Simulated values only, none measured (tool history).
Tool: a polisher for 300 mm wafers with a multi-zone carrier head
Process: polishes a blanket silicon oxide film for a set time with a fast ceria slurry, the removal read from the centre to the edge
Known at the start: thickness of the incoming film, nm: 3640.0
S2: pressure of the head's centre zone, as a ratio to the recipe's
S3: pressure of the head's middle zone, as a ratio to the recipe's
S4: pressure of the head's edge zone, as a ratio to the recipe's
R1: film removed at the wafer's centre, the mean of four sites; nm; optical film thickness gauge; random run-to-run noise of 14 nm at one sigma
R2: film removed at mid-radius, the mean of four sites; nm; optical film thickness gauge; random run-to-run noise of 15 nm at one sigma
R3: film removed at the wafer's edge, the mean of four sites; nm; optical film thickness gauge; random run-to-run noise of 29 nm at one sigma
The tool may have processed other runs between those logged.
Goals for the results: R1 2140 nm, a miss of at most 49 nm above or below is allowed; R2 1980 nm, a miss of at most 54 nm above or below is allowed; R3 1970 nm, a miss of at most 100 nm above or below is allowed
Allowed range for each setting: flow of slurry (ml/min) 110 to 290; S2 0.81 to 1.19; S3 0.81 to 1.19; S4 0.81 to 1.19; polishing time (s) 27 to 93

Run 1, hour 0: flow of slurry (ml/min) 185, S2 1, S3 1, S4 1, polishing time (s) 59. Result: R1 1418.1 nm, R2 1380.3 nm, R3 1416.5 nm.
Run 2, hour 2.8: flow of slurry (ml/min) 200, S2 1.04, S3 1.04, S4 1.05, polishing time (s) 63. Result: R1 1578.8 nm, R2 1543.9 nm, R3 1467.5 nm.
Run 3, hour 11.7: flow of slurry (ml/min) 200, S2 1.04, S3 1.04, S4 0.97, polishing time (s) 63. Result: R1 1596.2 nm, R2 1528 nm, R3 1469.8 nm.
Run 4, hour 14.9: flow of slurry (ml/min) 195, S2 1.04, S3 1.03, S4 0.97, polishing time (s) 69. Result: R1 1719 nm, R2 1664.7 nm, R3 1626.2 nm.
Run 5, hour 21.9: flow of slurry (ml/min) 195, S2 1.04, S3 1.03, S4 1.04, polishing time (s) 69. Result: R1 1733.7 nm, R2 1684.2 nm, R3 1643.9 nm.
Run 6, hour 29.7: flow of slurry (ml/min) 195, S2 0.99, S3 1.03, S4 1.04, polishing time (s) 69. Result: R1 1650.6 nm, R2 1663.5 nm, R3 1642.8 nm.
Run 7, hour 37.8: flow of slurry (ml/min) 190, S2 1.02, S3 1.02, S4 1.04, polishing time (s) 73. Result: R1 1777.5 nm, R2 1740.5 nm, R3 1739.6 nm.
Run 8, hour 40.7: flow of slurry (ml/min) 205, S2 1.03, S3 1.01, S4 1.04, polishing time (s) 75. Result: R1 1906.3 nm, R2 1790.6 nm, R3 1789.2 nm.
Run 9, hour 47: flow of slurry (ml/min) 205, S2 1.03, S3 1.01, S4 1.04, polishing time (s) 75. Result: R1 1892 nm, R2 1768.3 nm, R3 1767.4 nm.
Run 10, hour 50.1: flow of slurry (ml/min) 195, S2 1.04, S3 1.01, S4 1.04, polishing time (s) 77. Result: R1 1927.8 nm, R2 1818.5 nm, R3 1828.7 nm.
Run 11, hour 57.3: flow of slurry (ml/min) 205, S2 1.04, S3 1.01, S4 1.04, polishing time (s) 78. Result: R1 1972.1 nm, R2 1866.3 nm, R3 1793.5 nm.
Run 12, hour 59.8: flow of slurry (ml/min) 190, S2 1.06, S3 1.01, S4 1.04, polishing time (s) 80. Result: R1 2029 nm, R2 1888.3 nm, R3 1874.9 nm.
Run 13, hour 63.1: flow of slurry (ml/min) 195, S2 1.06, S3 1.01, S4 1.04, polishing time (s) 81. Result: R1 2058.8 nm, R2 1895.6 nm, R3 1948.2 nm.
Run 14, hour 71.4: flow of slurry (ml/min) 200, S2 1.06, S3 1.01, S4 1.04, polishing time (s) 81. Result: R1 2104.1 nm, R2 1912.8 nm, R3 1916.3 nm.

Below are 4 possible settings for the next run. Only one of them brings all results inside the allowed miss of their targets. Which is it?
Run A, hour 79.7: flow of slurry (ml/min) 250, S2 1.14, S3 1.02, S4 1.04, polishing time (s) 74. Result: R1 ?, R2 ?, R3 ?.
Run B, hour 79.7: flow of slurry (ml/min) 285, S2 1.15, S3 1.01, S4 0.94, polishing time (s) 76. Result: R1 ?, R2 ?, R3 ?.
Run C, hour 79.7: flow of slurry (ml/min) 215, S2 1.06, S3 1.02, S4 1.07, polishing time (s) 82. Result: R1 ?, R2 ?, R3 ?.
Run D, hour 79.7: flow of slurry (ml/min) 235, S2 1.09, S3 0.98, S4 0.96, polishing time (s) 84. Result: R1 ?, R2 ?, R3 ?.

move      R1      R2      R3
   A  2096.6  1831.5  1834.2
   B    2208  1893.2  1848.5
   C  2111.8  1990.1  2020.2
   D  2254.7    1995  2021.6
A: its largest miss is bigger than the last run's
B: its largest miss is bigger than the last run's
C: every result lands within tolerance
D: brings the result that was furthest off to its target, and leaves another outside
So the answer is move C, the one that meets all the targets.

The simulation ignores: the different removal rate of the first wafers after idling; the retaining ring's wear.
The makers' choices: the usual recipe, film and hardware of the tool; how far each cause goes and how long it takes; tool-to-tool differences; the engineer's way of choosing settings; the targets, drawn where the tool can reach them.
